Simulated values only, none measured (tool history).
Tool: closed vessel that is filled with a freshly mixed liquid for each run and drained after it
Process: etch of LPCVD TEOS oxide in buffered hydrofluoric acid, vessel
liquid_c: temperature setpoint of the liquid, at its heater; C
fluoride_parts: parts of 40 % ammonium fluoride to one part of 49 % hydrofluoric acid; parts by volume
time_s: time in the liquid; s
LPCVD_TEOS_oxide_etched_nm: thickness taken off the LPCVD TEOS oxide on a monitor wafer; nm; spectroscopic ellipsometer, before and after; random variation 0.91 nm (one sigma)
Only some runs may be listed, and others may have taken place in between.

run,hour,liquid_c,fluoride_parts,time_s,LPCVD_TEOS_oxide_etched_nm
1,0,24,20,100,125.88
2,1.1,24.5,20,100,129.46
3,10.4,24.5,25,100,112.77
4,13.7,24.5,30,100,98.991
5,20.9,24.5,30,100,97.612
6,28,24.5,30,100,98.889
7,31.1,25.5,30,100,102.86
8,33,25.5,30,100,105.03
9,42.1,26.5,30,100,110.07
10,46.2,26.5,30,100,109.63

Predict the results of run 11:
11,48.5,27.5,30,100,?

LPCVD_TEOS_oxide_etched_nm: 115.51 nm
